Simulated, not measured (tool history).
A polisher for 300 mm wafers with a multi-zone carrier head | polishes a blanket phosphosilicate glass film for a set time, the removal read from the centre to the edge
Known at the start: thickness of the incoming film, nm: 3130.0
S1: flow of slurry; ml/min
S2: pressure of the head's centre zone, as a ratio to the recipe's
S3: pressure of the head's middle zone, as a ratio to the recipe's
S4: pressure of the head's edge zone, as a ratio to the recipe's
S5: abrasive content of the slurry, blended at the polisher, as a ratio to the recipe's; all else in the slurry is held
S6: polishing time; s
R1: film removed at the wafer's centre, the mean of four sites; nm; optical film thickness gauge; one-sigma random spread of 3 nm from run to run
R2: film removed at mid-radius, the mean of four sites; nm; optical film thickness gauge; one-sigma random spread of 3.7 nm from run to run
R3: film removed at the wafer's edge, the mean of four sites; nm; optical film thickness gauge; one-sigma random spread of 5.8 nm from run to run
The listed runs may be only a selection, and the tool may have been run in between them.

{"run": 1, "hour": 0.0, "S1": 175, "S2": 1.0, "S3": 1.0, "S4": 1.0, "S5": 1.0, "S6": 50, "R1": 319.26, "R2": 308.91, "R3": 316.8}
{"run": 2, "hour": 7.5, "S1": 205, "S2": 1.0, "S3": 1.0, "S4": 1.0, "S5": 1.0, "S6": 50, "R1": 325.52, "R2": 320.29, "R3": 321.45}
{"run": 3, "hour": 10.1, "S1": 205, "S2": 0.94, "S3": 1.0, "S4": 1.0, "S5": 1.0, "S6": 50, "R1": 307.54, "R2": 320.7, "R3": 314.29}
{"run": 4, "hour": 11.1, "S1": 170, "S2": 0.94, "S3": 1.0, "S4": 1.0, "S5": 1.0, "S6": 50, "R1": 290.89, "R2": 310.38, "R3": 304.62}
{"run": 5, "hour": 11.8, "S1": 170, "S2": 0.94, "S3": 1.0, "S4": 1.0, "S5": 1.0, "S6": 44, "R1": 261.65, "R2": 272.99, "R3": 267.61}
{"run": 6, "hour": 12.7, "S1": 170, "S2": 0.94, "S3": 1.0, "S4": 0.94, "S5": 1.0, "S6": 44, "R1": 259.94, "R2": 269.31, "R3": 266.47}
{"run": 7, "hour": 15.8, "S1": 170, "S2": 0.98, "S3": 1.02, "S4": 1.0, "S5": 1.15, "S6": 46, "R1": 297.17, "R2": 302.4, "R3": 295.92}
{"run": 8, "hour": 22.0, "S1": 175, "S2": 1.01, "S3": 1.02, "S4": 1.05, "S5": 1.25, "S6": 48, "R1": 333.68, "R2": 326.71, "R3": 323.47}

What does the tool deliver on the next run?
{"run": 9, "hour": 30.5, "S1": 185, "S2": 1.02, "S3": 1.02, "S4": 1.09, "S5": 1.35, "S6": 50, "R1": "?", "R2": "?", "R3": "?"}

{"run 9": {"R1": 365.99, "R2": 358.01, "R3": 356.35}}
